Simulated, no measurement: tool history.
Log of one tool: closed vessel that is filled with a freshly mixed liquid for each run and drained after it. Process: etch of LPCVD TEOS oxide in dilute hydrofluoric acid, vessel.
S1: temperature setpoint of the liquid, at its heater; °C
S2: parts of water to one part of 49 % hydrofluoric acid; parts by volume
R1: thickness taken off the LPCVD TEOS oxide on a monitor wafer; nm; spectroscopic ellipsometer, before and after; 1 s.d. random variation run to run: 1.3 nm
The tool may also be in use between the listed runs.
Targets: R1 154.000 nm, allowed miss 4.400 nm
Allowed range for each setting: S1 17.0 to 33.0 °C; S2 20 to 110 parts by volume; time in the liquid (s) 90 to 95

run 1 hour=0.0 | S1=25.0 S2=60 time_in_the_liquid_(s)=90 | R1=71.122
run 2 hour=3.0 | S1=25.0 S2=60 time_in_the_liquid_(s)=90 | R1=72.828
run 3 hour=7.9 | S1=25.0 S2=60 time_in_the_liquid_(s)=95 | R1=77.376
run 4 hour=16.1 | S1=25.0 S2=60 time_in_the_liquid_(s)=90 | R1=71.560
run 5 hour=23.8 | S1=25.0 S2=60 time_in_the_liquid_(s)=90 | R1=72.230
run 6 hour=31.1 | S1=27.5 S2=50 time_in_the_liquid_(s)=90 | R1=96.026
run 7 hour=39.7 | S1=29.0 S2=45 time_in_the_liquid_(s)=90 | R1=115.680
run 8 hour=48.6 | S1=30.5 S2=45 time_in_the_liquid_(s)=90 | R1=121.260
run 9 hour=51.6 | S1=31.5 S2=45 time_in_the_liquid_(s)=90 | R1=125.610
run 10 hour=58.0 | S1=32.0 S2=40 time_in_the_liquid_(s)=90 | R1=147.390
run 11 hour=63.8 | S1=32.0 S2=40 time_in_the_liquid_(s)=90 | R1=149.300

4 candidate next runs follow, results not yet known. Just one meets every target within its allowed miss. Identify it.
run A hour=69.6 | S1=31.5 S2=40 time_in_the_liquid_(s)=90 | R1=?
run B hour=69.6 | S1=30.5 S2=40 time_in_the_liquid_(s)=90 | R1=?
run C hour=69.6 | S1=33.0 S2=45 time_in_the_liquid_(s)=95 | R1=?
run D hour=69.6 | S1=33.0 S2=40 time_in_the_liquid_(s)=90 | R1=?

move=A R1=143.290
move=B R1=137.770
move=C R1=141.340
move=D R1=151.910
A: further off than the last run
B: further off than the last run
C: further off than the last run
D: all results land within tolerance of their targets
Move D is the one to make.

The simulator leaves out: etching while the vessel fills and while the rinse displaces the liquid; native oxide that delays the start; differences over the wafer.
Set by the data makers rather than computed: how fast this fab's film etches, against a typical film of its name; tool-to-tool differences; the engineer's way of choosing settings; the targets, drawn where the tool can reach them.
